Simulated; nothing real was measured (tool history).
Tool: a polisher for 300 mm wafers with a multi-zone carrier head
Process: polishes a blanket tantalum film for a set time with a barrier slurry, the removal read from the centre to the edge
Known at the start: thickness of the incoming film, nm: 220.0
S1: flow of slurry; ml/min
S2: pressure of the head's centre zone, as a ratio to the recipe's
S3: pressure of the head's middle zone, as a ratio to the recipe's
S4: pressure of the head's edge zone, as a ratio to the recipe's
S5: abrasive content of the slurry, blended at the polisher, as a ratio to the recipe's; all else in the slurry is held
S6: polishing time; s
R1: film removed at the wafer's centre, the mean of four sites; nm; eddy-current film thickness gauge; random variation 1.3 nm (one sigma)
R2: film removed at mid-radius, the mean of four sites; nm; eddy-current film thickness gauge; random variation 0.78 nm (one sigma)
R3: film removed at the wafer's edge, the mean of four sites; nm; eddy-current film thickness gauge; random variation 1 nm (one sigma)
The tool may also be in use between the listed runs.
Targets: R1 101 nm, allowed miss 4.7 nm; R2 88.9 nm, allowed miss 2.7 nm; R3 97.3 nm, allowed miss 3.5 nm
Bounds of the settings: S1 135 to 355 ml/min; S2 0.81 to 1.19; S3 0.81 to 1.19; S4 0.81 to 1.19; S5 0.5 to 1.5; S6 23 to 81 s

run 1 day=0 | S1=225 S2=1 S3=1 S4=1 S5=1 S6=52 | R1=59.103 R2=60.024 R3=60.996
run 2 day=0.108 | S1=225 S2=1 S3=0.94 S4=1 S5=1 S6=52 | R1=58.445 R2=57.236 R3=61.433
run 3 day=0.242 | S1=230 S2=1.02 S3=0.95 S4=1.02 S5=1.05 S6=54 | R1=64.384 R2=61.037 R3=63.354
run 4 day=0.55 | S1=230 S2=1.02 S3=0.95 S4=1.02 S5=0.9 S6=54 | R1=59.967 R2=56.893 R3=61.285
run 5 day=0.871 | S1=230 S2=1.02 S3=0.95 S4=1.02 S5=1 S6=54 | R1=63.969 R2=58.622 R3=63.041
run 6 day=1.046 | S1=230 S2=1.01 S3=0.95 S4=1.03 S5=1.05 S6=56 | R1=66.855 R2=63.767 R3=67.265
run 7 day=1.092 | S1=230 S2=1.01 S3=0.94 S4=1.04 S5=1.1 S6=57 | R1=68.649 R2=64.142 R3=70.257
run 8 day=1.208 | S1=230 S2=1.01 S3=0.95 S4=1.05 S5=1.15 S6=58 | R1=70.449 R2=67.068 R3=74.576
run 9 day=1.275 | S1=235 S2=1.03 S3=0.96 S4=1.06 S5=1.2 S6=59 | R1=73.379 R2=69.405 R3=75.741
run 10 day=1.312 | S1=235 S2=1.04 S3=0.96 S4=1.07 S5=1.25 S6=60 | R1=77.274 R2=72.105 R3=79.4
run 11 day=1.558 | S1=240 S2=1.05 S3=0.97 S4=1.08 S5=1.3 S6=61 | R1=81.868 R2=75.539 R3=80.059
run 12 day=1.925 | S1=240 S2=1.05 S3=0.97 S4=1.09 S5=1.35 S6=62 | R1=84.272 R2=76.401 R3=84.266
run 13 day=2.233 | S1=245 S2=1.05 S3=0.98 S4=1.1 S5=1.35 S6=63 | R1=83.411 R2=79.232 R3=86.221
run 14 day=2.412 | S1=245 S2=1.06 S3=0.98 S4=1.1 S5=1.35 S6=64 | R1=86.056 R2=80.505 R3=85.859

5 next moves are on the table. One of them brings every result within its allowed miss. Which?
run A day=2.592 | S1=210 S2=0.98 S3=0.94 S4=1.03 S5=1.3 S6=62 | R1=? R2=? R3=?
run B day=2.592 | S1=250 S2=0.83 S3=0.99 S4=1.17 S5=1.25 S6=71 | R1=? R2=? R3=?
run C day=2.592 | S1=260 S2=1.14 S3=1 S4=1.15 S5=1.4 S6=68 | R1=? R2=? R3=?
run D day=2.592 | S1=235 S2=1.13 S3=1.11 S4=1.15 S5=1.35 S6=70 | R1=? R2=? R3=?
run E day=2.592 | S1=225 S2=1.12 S3=0.87 S4=1.08 S5=1.5 S6=66 | R1=? R2=? R3=?

move=A R1=73.97 R2=72.529 R3=79.647
move=B R1=73.087 R2=87.979 R3=97.841
move=C R1=100.02 R2=87.931 R3=96.178
move=D R1=99.497 R2=96.063 R3=96.884
move=E R1=94.558 R2=76.185 R3=90.745
A: further off than the last run
B: brings the result that was furthest off to its target, and leaves another outside
C: meets every target
D: brings the result that was furthest off to its target, and leaves another outside
E: further off than the last run
Move C is the one to make.
